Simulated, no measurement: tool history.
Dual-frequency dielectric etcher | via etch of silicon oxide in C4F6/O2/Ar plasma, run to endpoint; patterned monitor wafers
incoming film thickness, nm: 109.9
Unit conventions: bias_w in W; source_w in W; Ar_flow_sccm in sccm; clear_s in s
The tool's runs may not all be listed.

| run | hour | bias_w | source_w | Ar_flow_sccm | clear_s |
|---|---|---|---|---|---|
| 1 | 0.0 | 443 | 430 | 374 | 25.998 |
| 2 | 0.9 | 443 | 430 | 343 | 25.768 |
| 3 | 2.7 | 380 | 430 | 343 | 26.446 |
| 4 | 10.3 | 407 | 430 | 343 | 25.810 |
| 5 | 18.3 | 436 | 430 | 343 | 25.618 |
| 6 | 25.2 | 374 | 430 | 343 | 26.812 |
| 7 | 28.1 | 358 | 420 | 345 | 27.422 |
| 8 | 37.0 | 345 | 420 | 346 | 27.664 |

Run 9 is up next; what results do you expect?
|  | 44.9 | source power generator calibrated |
| 9 | 44.9 | 334 | 420 | 347 | ? |

{"run 9": {"clear_s": 27.247}}

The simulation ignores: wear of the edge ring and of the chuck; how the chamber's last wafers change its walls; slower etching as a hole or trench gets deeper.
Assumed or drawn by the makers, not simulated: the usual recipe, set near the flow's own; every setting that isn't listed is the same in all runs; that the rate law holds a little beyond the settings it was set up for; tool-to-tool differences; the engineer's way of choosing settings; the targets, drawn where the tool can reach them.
